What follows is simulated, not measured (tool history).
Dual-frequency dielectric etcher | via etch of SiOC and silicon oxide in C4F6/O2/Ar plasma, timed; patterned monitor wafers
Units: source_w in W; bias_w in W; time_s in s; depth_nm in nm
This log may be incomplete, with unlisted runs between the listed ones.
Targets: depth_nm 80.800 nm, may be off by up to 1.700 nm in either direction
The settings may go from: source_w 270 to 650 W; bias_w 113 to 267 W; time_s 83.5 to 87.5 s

{"run": 1, "hour": 0.0, "source_w": 460, "bias_w": 190, "time_s": 83.5, "depth_nm": 102.15}
{"run": 2, "hour": 6.5, "source_w": 460, "bias_w": 190, "time_s": 83.5, "depth_nm": 102.29}
{"run": 3, "hour": 12.8, "source_w": 410, "bias_w": 175, "time_s": 83.5, "depth_nm": 95.275}
{"run": 4, "hour": 13.4, "source_w": 370, "bias_w": 175, "time_s": 83.5, "depth_nm": 93.023}
{"run": 5, "hour": 16.2, "source_w": 410, "bias_w": 175, "time_s": 83.5, "depth_nm": 95.943}
{"run": 6, "hour": 23.9, "source_w": 370, "bias_w": 163, "time_s": 83.5, "depth_nm": 91.319}
{"run": 7, "hour": 31.2, "source_w": 340, "bias_w": 154, "time_s": 83.5, "depth_nm": 87.018}
{"run": 8, "hour": 36.6, "source_w": 340, "bias_w": 154, "time_s": 83.5, "depth_nm": 87.315}
{"run": 9, "hour": 40.2, "source_w": 320, "bias_w": 149, "time_s": 83.5, "depth_nm": 84.952}
{"run": 10, "hour": 44.9, "source_w": 310, "bias_w": 147, "time_s": 83.5, "depth_nm": 83.827}
{"run": 11, "hour": 45.7, "source_w": 300, "bias_w": 146, "time_s": 83.5, "depth_nm": 82.593}

Which single option among these 4 for the next run brings every result within its allowed miss of target? Just one does.
{"run": "A", "hour": 46.5, "source_w": 270, "bias_w": 168, "time_s": 83.5, "depth_nm": "?"}
{"run": "B", "hour": 46.5, "source_w": 310, "bias_w": 147, "time_s": 84.5, "depth_nm": "?"}
{"run": "C", "hour": 46.5, "source_w": 330, "bias_w": 114, "time_s": 85.5, "depth_nm": "?"}
{"run": "D", "hour": 46.5, "source_w": 280, "bias_w": 159, "time_s": 85.0, "depth_nm": "?"}

move=A depth_nm=85.022
move=B depth_nm=85.104
move=C depth_nm=80.498
move=D depth_nm=85.684
A: lands further from the targets than the last run did
B: lands further from the targets than the last run did
C: all results land within tolerance of their targets
D: lands further from the targets than the last run did
C meets every target.
